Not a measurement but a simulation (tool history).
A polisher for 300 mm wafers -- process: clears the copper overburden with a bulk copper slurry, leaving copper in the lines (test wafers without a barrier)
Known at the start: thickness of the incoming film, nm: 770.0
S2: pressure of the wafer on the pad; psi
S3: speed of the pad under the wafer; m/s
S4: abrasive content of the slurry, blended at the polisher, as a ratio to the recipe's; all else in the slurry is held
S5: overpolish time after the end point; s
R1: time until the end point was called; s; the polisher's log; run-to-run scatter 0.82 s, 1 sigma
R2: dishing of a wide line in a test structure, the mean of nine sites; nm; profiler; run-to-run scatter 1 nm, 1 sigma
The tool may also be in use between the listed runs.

run 1 hour=0 | flow_of_slurry_(ml/min)=175 S2=2.8 S3=1.36 S4=1 S5=23 | R1=59.572 R2=106.72
run 2 hour=5.6 | flow_of_slurry_(ml/min)=175 S2=2.8 S3=1.36 S4=1 S5=27 | R1=59.857 R2=109.42
run 3 hour=6.7 | flow_of_slurry_(ml/min)=175 S2=2.8 S3=1.36 S4=1.1 S5=27 | R1=57.454 R2=110.14
run 4 hour=10.8 | flow_of_slurry_(ml/min)=175 S2=2.8 S3=1.36 S4=1.1 S5=21 | R1=58.252 R2=105.22
run 5 hour=19.2 | flow_of_slurry_(ml/min)=175 S2=2.6 S3=1.36 S4=1.1 S5=21 | R1=61.879 R2=98.829
run 6 hour=23.2 | flow_of_slurry_(ml/min)=195 S2=2.6 S3=1.36 S4=1.1 S5=21 | R1=60.295 R2=100.56
run 7 hour=30.9 | flow_of_slurry_(ml/min)=185 S2=2.5 S3=1.36 S4=1.1 S5=22 | R1=65.256 R2=100.33
run 8 hour=31.7 | flow_of_slurry_(ml/min)=180 S2=2.4 S3=1.36 S4=1.1 S5=22 | R1=68.715 R2=98.064
run 9 hour=40.4 | flow_of_slurry_(ml/min)=175 S2=2.4 S3=1.36 S4=1.1 S5=22 | R1=67.159 R2=96.826
run 10 hour=43.6 | flow_of_slurry_(ml/min)=175 S2=2.4 S3=1.36 S4=1.1 S5=23 | R1=68.917 R2=98.929

What does the tool deliver on the next run?
run 11 hour=48.6 | flow_of_slurry_(ml/min)=170 S2=2.4 S3=1.36 S4=1.1 S5=23 | R1=? R2=?

{"run 11": {"R1": 67.536, "R2": 98.611}}
